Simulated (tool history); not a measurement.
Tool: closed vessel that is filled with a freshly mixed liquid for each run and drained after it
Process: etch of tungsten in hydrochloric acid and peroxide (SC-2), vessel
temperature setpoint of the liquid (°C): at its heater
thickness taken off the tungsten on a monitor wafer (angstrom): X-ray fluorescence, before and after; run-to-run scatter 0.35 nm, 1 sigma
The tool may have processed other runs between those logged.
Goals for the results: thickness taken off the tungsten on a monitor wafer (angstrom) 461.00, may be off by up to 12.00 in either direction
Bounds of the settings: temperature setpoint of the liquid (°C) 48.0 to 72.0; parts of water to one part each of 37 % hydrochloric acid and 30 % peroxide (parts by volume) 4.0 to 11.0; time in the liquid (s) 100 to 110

| run | day | temperature setpoint of the liquid (°C) | parts of water to one part each of 37 % hydrochloric acid and 30 % peroxide (parts by volume) | time in the liquid (s) | thickness taken off the tungsten on a monitor wafer (angstrom) |
|---|---|---|---|---|---|
| 1 | 0.000 | 64.0 | 6.0 | 100 | 860.63 |
| 2 | 0.100 | 64.0 | 7.5 | 100 | 715.64 |
| 3 | 0.150 | 64.0 | 6.5 | 100 | 805.67 |
| 4 | 0.483 | 62.5 | 6.5 | 100 | 739.61 |
|  | 0.508 | new drum of peroxide connected |
| 5 | 0.508 | 61.0 | 6.5 | 100 | 714.16 |
| 6 | 0.875 | 67.5 | 6.5 | 100 | 1072.80 |
| 7 | 1.000 | 65.5 | 6.5 | 100 | 950.97 |
| 8 | 1.067 | 63.5 | 6.5 | 100 | 836.71 |
| 9 | 1.338 | 61.5 | 6.5 | 100 | 741.12 |
| 10 | 1.696 | 53.5 | 6.5 | 100 | 447.13 |

Exactly one of the 4 candidate moves below puts every result within its allowed miss. Which one?
| A | 2.054 | 52.5 | 6.5 | 100 | ? |
| B | 2.054 | 51.5 | 6.5 | 105 | ? |
| C | 2.054 | 55.0 | 7.0 | 100 | ? |
| D | 2.054 | 52.5 | 7.0 | 110 | ? |

| move | thickness taken off the tungsten on a monitor wafer (angstrom) |
|---|---|
| A | 411.67 |
| B | 404.70 |
| C | 457.58 |
| D | 427.68 |
A: further off than the last run
B: further off than the last run
C: all results land within tolerance of their targets
D: further off than the last run
So the answer is move C, the one that meets all the targets.

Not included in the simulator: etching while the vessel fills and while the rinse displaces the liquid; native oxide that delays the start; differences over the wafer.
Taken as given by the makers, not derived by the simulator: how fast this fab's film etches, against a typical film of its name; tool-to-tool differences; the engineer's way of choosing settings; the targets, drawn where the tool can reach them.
